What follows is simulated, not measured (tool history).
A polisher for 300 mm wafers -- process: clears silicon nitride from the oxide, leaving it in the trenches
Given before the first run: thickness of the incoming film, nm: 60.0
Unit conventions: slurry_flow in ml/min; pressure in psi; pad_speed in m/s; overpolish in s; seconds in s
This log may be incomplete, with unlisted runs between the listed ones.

run 1 hour=0.0 | slurry_flow=275 pressure=3.2 pad_speed=0.82 overpolish=15 | seconds=76.978
run 2 hour=1.2 | slurry_flow=275 pressure=3.2 pad_speed=0.82 overpolish=15 | seconds=81.677
run 3 hour=6.3 | slurry_flow=220 pressure=3.2 pad_speed=0.82 overpolish=15 | seconds=82.435
run 4 hour=14.9 | slurry_flow=220 pressure=2.9 pad_speed=0.80 overpolish=15 | seconds=89.913
run 5 hour=19.3 | slurry_flow=220 pressure=2.7 pad_speed=0.78 overpolish=15 | seconds=94.850
run 6 hour=24.3 | slurry_flow=220 pressure=2.5 pad_speed=0.76 overpolish=15 | seconds=105.050
run 7 hour=26.9 | slurry_flow=220 pressure=2.5 pad_speed=0.76 overpolish=15 | seconds=104.330
run 8 hour=32.2 | slurry_flow=220 pressure=2.4 pad_speed=0.76 overpolish=15 | seconds=106.790
run 9 hour=33.2 | slurry_flow=220 pressure=2.3 pad_speed=0.76 overpolish=15 | seconds=109.840

For run 10, what comes out?
run 10 hour=34.9 | slurry_flow=220 pressure=2.2 pad_speed=0.76 overpolish=15 | seconds=?

seconds: 112.380 s
